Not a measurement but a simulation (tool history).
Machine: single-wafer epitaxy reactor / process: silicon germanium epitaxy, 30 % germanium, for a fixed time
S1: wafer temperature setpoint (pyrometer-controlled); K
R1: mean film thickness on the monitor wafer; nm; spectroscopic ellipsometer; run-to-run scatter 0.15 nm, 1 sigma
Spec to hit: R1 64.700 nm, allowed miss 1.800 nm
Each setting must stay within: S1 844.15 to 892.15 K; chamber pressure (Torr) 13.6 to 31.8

run 1 hour=0.0 | S1=868.15 chamber_pressure_(Torr)=22.7 | R1=54.957
run 2 hour=1.7 | S1=869.15 chamber_pressure_(Torr)=22.7 | R1=56.002
run 3 hour=2.3 | S1=870.15 chamber_pressure_(Torr)=22.7 | R1=57.144
run 4 hour=4.7 | S1=871.15 chamber_pressure_(Torr)=22.7 | R1=58.357
run 5 hour=11.1 | S1=882.15 chamber_pressure_(Torr)=22.7 | R1=73.221
run 6 hour=18.5 | S1=882.15 chamber_pressure_(Torr)=25.9 | R1=76.639
run 7 hour=19.6 | S1=881.15 chamber_pressure_(Torr)=25.9 | R1=75.207
run 8 hour=24.5 | S1=880.15 chamber_pressure_(Torr)=25.9 | R1=73.613
run 9 hour=26.2 | S1=879.15 chamber_pressure_(Torr)=25.9 | R1=72.138
run 10 hour=29.1 | S1=878.15 chamber_pressure_(Torr)=25.9 | R1=70.705
run 11 hour=32.4 | S1=877.15 chamber_pressure_(Torr)=25.9 | R1=68.951
run 12 hour=35.5 | S1=877.15 chamber_pressure_(Torr)=25.9 | R1=69.294

4 candidate next runs follow, results not yet known. Just one meets every target within its allowed miss. Identify it.
run A hour=38.6 | S1=881.15 chamber_pressure_(Torr)=25.3 | R1=?
run B hour=38.6 | S1=879.15 chamber_pressure_(Torr)=25.9 | R1=?
run C hour=38.6 | S1=878.15 chamber_pressure_(Torr)=26.3 | R1=?
run D hour=38.6 | S1=874.15 chamber_pressure_(Torr)=24.8 | R1=?

move=A R1=74.554
move=B R1=72.226
move=C R1=71.178
move=D R1=64.203
A: misses by more than the last run did
B: misses by more than the last run did
C: misses by more than the last run did
D: all results in spec
Correct choice: D, which meets every target

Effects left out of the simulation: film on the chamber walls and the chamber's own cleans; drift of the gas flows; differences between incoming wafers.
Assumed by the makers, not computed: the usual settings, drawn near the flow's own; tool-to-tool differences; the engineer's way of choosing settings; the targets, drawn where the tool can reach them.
